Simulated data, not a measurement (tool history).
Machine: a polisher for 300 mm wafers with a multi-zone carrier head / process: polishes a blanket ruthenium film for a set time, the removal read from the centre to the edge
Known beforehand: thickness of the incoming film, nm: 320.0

run	hour	flow of slurry (ml/min)	pressure of the head's centre zone	pressure of the head's middle zone	pressure of the head's edge zone	polishing time (s)	film removed at the wafer's centre (angstrom)	film removed at mid-radius (angstrom)	film removed at the wafer's edge (angstrom)
1	0.0	315	1.00	1.00	1.00	72	661.67	638.29	659.62
2	5.6	315	1.00	1.00	1.00	66	607.08	599.07	601.38
3	12.6	315	1.07	1.00	1.00	66	645.69	587.62	604.34
4	14.4	245	1.07	1.00	1.00	66	631.51	574.42	596.14
5	21.4	245	1.07	1.00	1.00	77	732.06	671.93	692.26
6	24.9	245	1.07	1.00	1.00	66	632.92	576.99	594.03
7	28.7	260	1.08	1.04	1.03	71	693.15	642.51	648.00

Run 8 is up next; what results do you expect?
8	35.6	270	1.07	1.07	1.06	75	?	?	?

Run 8 yielded film removed at the wafer's centre (angstrom) 727.43, film removed at mid-radius (angstrom) 696.23, film removed at the wafer's edge (angstrom) 685.14.

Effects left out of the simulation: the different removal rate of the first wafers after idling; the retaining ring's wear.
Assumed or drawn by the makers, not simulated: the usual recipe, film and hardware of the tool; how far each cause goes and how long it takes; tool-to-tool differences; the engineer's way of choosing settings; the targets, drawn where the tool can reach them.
